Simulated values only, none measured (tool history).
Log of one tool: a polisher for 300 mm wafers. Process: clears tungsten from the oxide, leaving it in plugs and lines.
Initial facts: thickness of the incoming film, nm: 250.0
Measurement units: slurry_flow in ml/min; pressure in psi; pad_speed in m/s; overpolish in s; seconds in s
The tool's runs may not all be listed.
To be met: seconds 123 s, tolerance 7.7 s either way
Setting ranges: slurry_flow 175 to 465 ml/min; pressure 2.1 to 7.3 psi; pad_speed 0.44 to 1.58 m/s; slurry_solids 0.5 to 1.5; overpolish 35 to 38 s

Run 1, hour 0: slurry_flow 295 ml/min, pressure 4.7 psi, pad_speed 1 m/s, slurry_solids 1, overpolish 35 s. Result: seconds 54.323 s.
Run 2, hour 4.9: slurry_flow 295 ml/min, pressure 4.7 psi, pad_speed 1 m/s, slurry_solids 1, overpolish 35 s. Result: seconds 55.475 s.
Run 3, hour 5.5: slurry_flow 295 ml/min, pressure 3.9 psi, pad_speed 0.9 m/s, slurry_solids 1, overpolish 35 s. Result: seconds 73.451 s.
Run 4, hour 10.8: slurry_flow 350 ml/min, pressure 3.9 psi, pad_speed 0.9 m/s, slurry_solids 1, overpolish 35 s. Result: seconds 75.294 s.
Run 5, hour 12: slurry_flow 350 ml/min, pressure 3.9 psi, pad_speed 0.9 m/s, slurry_solids 1, overpolish 35 s. Result: seconds 71.796 s.
Run 6, hour 18.7: slurry_flow 350 ml/min, pressure 3.3 psi, pad_speed 0.86 m/s, slurry_solids 1, overpolish 35 s. Result: seconds 91.286 s.
Run 7, hour 27.6: slurry_flow 350 ml/min, pressure 3 psi, pad_speed 0.86 m/s, slurry_solids 1, overpolish 35 s. Result: seconds 97.583 s.
Run 8, hour 36.5: slurry_flow 350 ml/min, pressure 2.7 psi, pad_speed 0.86 m/s, slurry_solids 1, overpolish 35 s. Result: seconds 108.23 s.
At hour 38.1: slurry nozzle cleaned.
Run 9, hour 38.1: slurry_flow 350 ml/min, pressure 2.6 psi, pad_speed 0.86 m/s, slurry_solids 1, overpolish 35 s. Result: seconds 107.64 s.

5 next moves are on the table. One of them brings every result within its allowed miss. Which?
Run A, hour 39.7: slurry_flow 335 ml/min, pressure 3.4 psi, pad_speed 0.6 m/s, slurry_solids 1.5, overpolish 35 s. Result: seconds ?.
Run B, hour 39.7: slurry_flow 245 ml/min, pressure 2.7 psi, pad_speed 1 m/s, slurry_solids 0.85, overpolish 38 s. Result: seconds ?.
Run C, hour 39.7: slurry_flow 385 ml/min, pressure 2.3 psi, pad_speed 0.78 m/s, slurry_solids 0.85, overpolish 35 s. Result: seconds ?.
Run D, hour 39.7: slurry_flow 340 ml/min, pressure 2.7 psi, pad_speed 1.02 m/s, slurry_solids 1, overpolish 38 s. Result: seconds ?.
Run E, hour 39.7: slurry_flow 335 ml/min, pressure 2.1 psi, pad_speed 0.94 m/s, slurry_solids 1.05, overpolish 37 s. Result: seconds ?.

move  seconds
   A   104.43
   B   96.763
   C   138.28
   D   87.971
   E   119.02
A: the biggest miss grows against the last run
B: the biggest miss grows against the last run
C: carries the result that was furthest off beyond its target, to the other side
D: the biggest miss grows against the last run
E: all results land within tolerance of their targets
The move that meets every target is E.
